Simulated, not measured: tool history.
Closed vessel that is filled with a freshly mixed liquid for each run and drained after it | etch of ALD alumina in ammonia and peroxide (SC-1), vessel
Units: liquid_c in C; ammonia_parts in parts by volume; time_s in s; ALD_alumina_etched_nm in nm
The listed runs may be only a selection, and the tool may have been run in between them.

run	hour	liquid_c	ammonia_parts	time_s	ALD_alumina_etched_nm
1	0	59	0.55	30	2.4009
2	8.2	53.5	0.55	30	1.7786
3	15.4	49.5	0.55	30	1.4433
4	20.2	47.5	0.55	30	1.2873
5	23	46.5	0.55	30	1.2381
6	26	46.5	0.65	30	1.2574

What does the tool deliver on the next run?
7	34.3	45.5	0.65	30	?

Run 7 came out at ALD_alumina_etched_nm 1.1674 nm.
